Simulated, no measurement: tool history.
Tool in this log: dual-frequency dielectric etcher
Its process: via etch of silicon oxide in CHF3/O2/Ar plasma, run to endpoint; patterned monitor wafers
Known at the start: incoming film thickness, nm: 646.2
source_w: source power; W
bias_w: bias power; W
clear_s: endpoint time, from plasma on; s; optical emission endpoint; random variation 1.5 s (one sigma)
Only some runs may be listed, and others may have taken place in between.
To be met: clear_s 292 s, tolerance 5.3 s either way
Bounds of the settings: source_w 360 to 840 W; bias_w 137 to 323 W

Run 1, hour 0: source_w 600 W, bias_w 230 W. Result: clear_s 316.01 s.
Run 2, hour 4.9: source_w 640 W, bias_w 230 W. Result: clear_s 310 s.
Run 3, hour 11.6: source_w 640 W, bias_w 191 W. Result: clear_s 321.83 s.
Run 4, hour 14.2: source_w 660 W, bias_w 193 W. Result: clear_s 322.5 s.
Run 5, hour 22.5: source_w 680 W, bias_w 198 W. Result: clear_s 316.34 s.
Run 6, hour 26.4: source_w 700 W, bias_w 201 W. Result: clear_s 310.32 s.
Run 7, hour 35.3: source_w 720 W, bias_w 202 W. Result: clear_s 310.8 s.
Run 8, hour 36.4: source_w 740 W, bias_w 206 W. Result: clear_s 303.91 s.

Which single option among these 5 for the next run brings every result within its allowed miss of target? Just one does.
Run A, hour 37.5: source_w 660 W, bias_w 207 W. Result: clear_s ?.
Run B, hour 37.5: source_w 820 W, bias_w 252 W. Result: clear_s ?.
Run C, hour 37.5: source_w 780 W, bias_w 203 W. Result: clear_s ?.
Run D, hour 37.5: source_w 740 W, bias_w 235 W. Result: clear_s ?.
Run E, hour 37.5: source_w 840 W, bias_w 230 W. Result: clear_s ?.

move  clear_s
   A   314.52
   B    278.2
   C   300.57
   D   293.04
   E   283.57
A: moves away from the targets compared with the last run
B: takes the result that was furthest off past its target
C: nearer than the last run, and not there yet
D: hits every target within its allowed miss
E: takes the result that was furthest off past its target
D is the move that brings every result within its allowed miss.
